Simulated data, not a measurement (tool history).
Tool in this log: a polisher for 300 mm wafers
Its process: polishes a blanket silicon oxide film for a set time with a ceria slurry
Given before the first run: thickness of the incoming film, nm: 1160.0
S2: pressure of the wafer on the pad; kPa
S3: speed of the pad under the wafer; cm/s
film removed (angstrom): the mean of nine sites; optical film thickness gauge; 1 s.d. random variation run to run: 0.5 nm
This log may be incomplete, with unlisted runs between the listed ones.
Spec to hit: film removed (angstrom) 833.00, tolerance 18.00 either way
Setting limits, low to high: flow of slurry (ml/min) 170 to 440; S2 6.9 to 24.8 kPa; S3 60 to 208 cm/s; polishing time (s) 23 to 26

{"run": 1, "hour": 0.0, "flow of slurry (ml/min)": 280, "S2": 15.9, "S3": 134, "polishing time (s)": 26, "film removed (angstrom)": 1077.7}
{"run": 2, "hour": 7.3, "flow of slurry (ml/min)": 275, "S2": 15.2, "S3": 134, "polishing time (s)": 26, "film removed (angstrom)": 1050.6}
{"run": 3, "hour": 8.9, "flow of slurry (ml/min)": 275, "S2": 15.2, "S3": 134, "polishing time (s)": 26, "film removed (angstrom)": 1041.7}
{"run": 4, "hour": 13.1, "flow of slurry (ml/min)": 275, "S2": 14.5, "S3": 134, "polishing time (s)": 26, "film removed (angstrom)": 996.92}
{"run": 5, "hour": 15.0, "flow of slurry (ml/min)": 275, "S2": 14.5, "S3": 134, "polishing time (s)": 23, "film removed (angstrom)": 875.75}
{"run": 6, "hour": 15.8, "flow of slurry (ml/min)": 270, "S2": 14.5, "S3": 134, "polishing time (s)": 23, "film removed (angstrom)": 879.36}
{"run": 7, "hour": 21.3, "flow of slurry (ml/min)": 260, "S2": 14.5, "S3": 134, "polishing time (s)": 23, "film removed (angstrom)": 877.71}
{"run": 8, "hour": 23.9, "flow of slurry (ml/min)": 250, "S2": 14.5, "S3": 134, "polishing time (s)": 23, "film removed (angstrom)": 867.92}
{"run": 9, "hour": 27.3, "flow of slurry (ml/min)": 245, "S2": 14.5, "S3": 134, "polishing time (s)": 23, "film removed (angstrom)": 873.08}
{"run": 10, "hour": 31.8, "flow of slurry (ml/min)": 235, "S2": 14.5, "S3": 134, "polishing time (s)": 23, "film removed (angstrom)": 868.68}
{"run": 11, "hour": 34.9, "flow of slurry (ml/min)": 235, "S2": 14.5, "S3": 134, "polishing time (s)": 23, "film removed (angstrom)": 872.58}
{"run": 12, "hour": 35.5, "flow of slurry (ml/min)": 225, "S2": 14.5, "S3": 134, "polishing time (s)": 23, "film removed (angstrom)": 875.84}

Which single option among these 5 for the next run brings every result within its allowed miss of target? Just one does.
{"run": "A", "hour": 36.1, "flow of slurry (ml/min)": 285, "S2": 11.7, "S3": 160, "polishing time (s)": 24, "film removed (angstrom)": "?"}
{"run": "B", "hour": 36.1, "flow of slurry (ml/min)": 180, "S2": 17.2, "S3": 120, "polishing time (s)": 24, "film removed (angstrom)": "?"}
{"run": "C", "hour": 36.1, "flow of slurry (ml/min)": 180, "S2": 16.5, "S3": 120, "polishing time (s)": 25, "film removed (angstrom)": "?"}
{"run": "D", "hour": 36.1, "flow of slurry (ml/min)": 175, "S2": 9.7, "S3": 206, "polishing time (s)": 25, "film removed (angstrom)": "?"}
{"run": "E", "hour": 36.1, "flow of slurry (ml/min)": 235, "S2": 12.4, "S3": 138, "polishing time (s)": 25, "film removed (angstrom)": "?"}

move=A film_removed_(angstrom)=896.23
move=B film_removed_(angstrom)=931.62
move=C film_removed_(angstrom)=932.69
move=D film_removed_(angstrom)=935.96
move=E film_removed_(angstrom)=837.14
A: misses by more than the last run did
B: misses by more than the last run did
C: misses by more than the last run did
D: misses by more than the last run did
E: every result within its allowed miss
Correct choice: E, which meets every target
